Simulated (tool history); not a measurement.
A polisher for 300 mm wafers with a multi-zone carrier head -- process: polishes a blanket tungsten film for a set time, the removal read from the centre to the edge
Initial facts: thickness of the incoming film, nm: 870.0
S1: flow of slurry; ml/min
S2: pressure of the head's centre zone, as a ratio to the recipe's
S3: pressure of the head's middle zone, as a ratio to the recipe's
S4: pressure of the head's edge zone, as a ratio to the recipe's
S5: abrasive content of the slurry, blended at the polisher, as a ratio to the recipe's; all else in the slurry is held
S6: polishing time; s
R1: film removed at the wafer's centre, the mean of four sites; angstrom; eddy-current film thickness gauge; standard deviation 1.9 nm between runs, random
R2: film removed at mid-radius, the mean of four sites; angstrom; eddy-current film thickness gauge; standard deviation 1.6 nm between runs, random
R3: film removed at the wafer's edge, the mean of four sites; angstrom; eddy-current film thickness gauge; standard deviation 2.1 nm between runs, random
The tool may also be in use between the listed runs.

Run 1, hour 0.0: S1 245 ml/min, S2 1.00, S3 1.00, S4 1.00, S5 1.00, S6 62 s. Result: R1 2658.1 angstrom, R2 2646.6 angstrom, R3 2729.2 angstrom.
Run 2, hour 8.8: S1 245 ml/min, S2 1.00, S3 1.05, S4 1.00, S5 1.00, S6 62 s. Result: R1 2659.4 angstrom, R2 2748.9 angstrom, R3 2681.4 angstrom.
Run 3, hour 15.9: S1 245 ml/min, S2 1.00, S3 1.05, S4 1.00, S5 1.00, S6 55 s. Result: R1 2425.0 angstrom, R2 2415.3 angstrom, R3 2370.9 angstrom.
Run 4, hour 22.6: S1 245 ml/min, S2 1.00, S3 1.09, S4 1.00, S5 1.00, S6 55 s. Result: R1 2381.3 angstrom, R2 2482.3 angstrom, R3 2437.1 angstrom.
Run 5, hour 26.1: S1 245 ml/min, S2 0.98, S3 1.08, S4 0.97, S5 0.90, S6 54 s. Result: R1 2300.1 angstrom, R2 2349.0 angstrom, R3 2254.2 angstrom.
Run 6, hour 26.8: S1 235 ml/min, S2 0.95, S3 1.09, S4 0.96, S5 0.85, S6 53 s. Result: R1 2105.9 angstrom, R2 2318.5 angstrom, R3 2150.4 angstrom.
Run 7, hour 34.1: S1 230 ml/min, S2 0.93, S3 1.07, S4 0.94, S5 0.80, S6 53 s. Result: R1 2090.2 angstrom, R2 2220.4 angstrom, R3 2093.4 angstrom.
Run 8, hour 41.4: S1 225 ml/min, S2 0.91, S3 1.07, S4 0.93, S5 0.75, S6 52 s. Result: R1 1951.0 angstrom, R2 2156.7 angstrom, R3 2043.8 angstrom.
Run 9, hour 44.6: S1 225 ml/min, S2 0.90, S3 1.07, S4 0.91, S5 0.70, S6 51 s. Result: R1 1876.7 angstrom, R2 2044.4 angstrom, R3 1957.5 angstrom.
Run 10, hour 47.1: S1 220 ml/min, S2 0.89, S3 1.08, S4 0.89, S5 0.65, S6 51 s. Result: R1 1791.4 angstrom, R2 2034.7 angstrom, R3 1880.9 angstrom.

Expected results for the next run?
Run 11, hour 50.6: S1 215 ml/min, S2 0.89, S3 1.08, S4 0.88, S5 0.65, S6 51 s. Result: R1 ?, R2 ?, R3 ?.

R1: 1793.9 angstrom
R2: 2010.4 angstrom
R3: 1887.4 angstrom
